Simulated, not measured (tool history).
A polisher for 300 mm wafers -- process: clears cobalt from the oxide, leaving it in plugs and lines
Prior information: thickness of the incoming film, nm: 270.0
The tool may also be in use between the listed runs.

run  hour  flow of slurry (ml/min)  pressure of the wafer on the pad (kPa)  speed of the pad under the wafer (cm/s)  overpolish time after the end point (s)  time until the end point was called (s)  dishing of a wide line in a test structure (Å)
  1     0                      280                                      11                                      126                                       24                                   46.314                                           655.2
  2     9                      280                                    13.8                                      126                                       24                                   36.616                                           685.3
  3  10.9                      245                                    13.8                                      126                                       24                                    37.35                                             694
  4  16.1                      245                                    16.5                                      126                                       24                                   31.563                                          732.53
  5  20.6                      245                                    16.5                                      106                                       24                                   36.787                                          687.88
       24  -- head pressure recalibrated
  6    24                      295                                    13.8                                       98                                       20                                   43.416                                          616.04
  7    25                      320                                    11.7                                       88                                       17                                   55.191                                          504.34

Forecast run 8:
  8  26.9                      310                                    10.3                                       86                                       14                                        ?                                               ?

{"run 8": {"time until the end point was called (s)": 64.458, "dishing of a wide line in a test structure (Å)": 415.08}}

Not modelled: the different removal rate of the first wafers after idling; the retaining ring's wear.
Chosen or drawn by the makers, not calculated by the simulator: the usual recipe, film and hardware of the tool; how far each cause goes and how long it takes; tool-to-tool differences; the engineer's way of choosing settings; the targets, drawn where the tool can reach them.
